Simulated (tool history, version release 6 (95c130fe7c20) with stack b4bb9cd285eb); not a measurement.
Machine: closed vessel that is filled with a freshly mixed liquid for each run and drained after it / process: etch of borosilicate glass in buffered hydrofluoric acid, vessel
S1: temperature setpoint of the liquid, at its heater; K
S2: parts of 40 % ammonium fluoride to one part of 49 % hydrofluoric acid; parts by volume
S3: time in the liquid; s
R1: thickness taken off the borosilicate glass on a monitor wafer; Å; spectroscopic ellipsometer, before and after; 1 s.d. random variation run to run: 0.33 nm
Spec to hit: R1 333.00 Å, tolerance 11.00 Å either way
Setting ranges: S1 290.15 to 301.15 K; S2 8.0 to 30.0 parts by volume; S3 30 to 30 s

run  hour      S1    S2  S3      R1
  1   0.0  293.15  22.5  30  133.12
  2   3.6  293.15  22.5  30  133.63
  3  11.0  293.15  22.5  30  135.82
  4  16.5  293.15  29.0  30  111.97
  5  18.6  293.15  23.5  30  129.51
  6  22.3  295.15  20.0  30  160.89
  7  29.8  296.65  17.5  30  198.03
  8  37.7  300.65  10.5  30  412.26
  9  39.6  300.15  10.5  30  407.99
     43.1  -- thermometer replaced
 10  43.1  299.65  10.5  30  425.72
 11  46.7  298.65  10.5  30  397.29
 12  48.0  297.65  10.5  30  378.37
 13  54.7  297.15  10.5  30  372.82
 14  59.6  296.65  10.5  30  359.80
 15  62.5  296.15  10.5  30  350.79

Below are 4 possible settings for the next run. Only one of them brings all results inside the allowed miss of their targets. Which is it?
  A  65.4  301.15  13.0  30   ?
  B  65.4  294.65   8.0  30   ?
  C  65.4  296.15  11.0  30   ?
  D  65.4  294.15  10.5  30   ?

move      R1
   A  372.14
   B  415.63
   C  336.53
   D  316.19
A: moves away from the targets compared with the last run
B: moves away from the targets compared with the last run
C: every result lands within tolerance
D: the result that was furthest off in the last run now lies on the other side of its target
Answer: C

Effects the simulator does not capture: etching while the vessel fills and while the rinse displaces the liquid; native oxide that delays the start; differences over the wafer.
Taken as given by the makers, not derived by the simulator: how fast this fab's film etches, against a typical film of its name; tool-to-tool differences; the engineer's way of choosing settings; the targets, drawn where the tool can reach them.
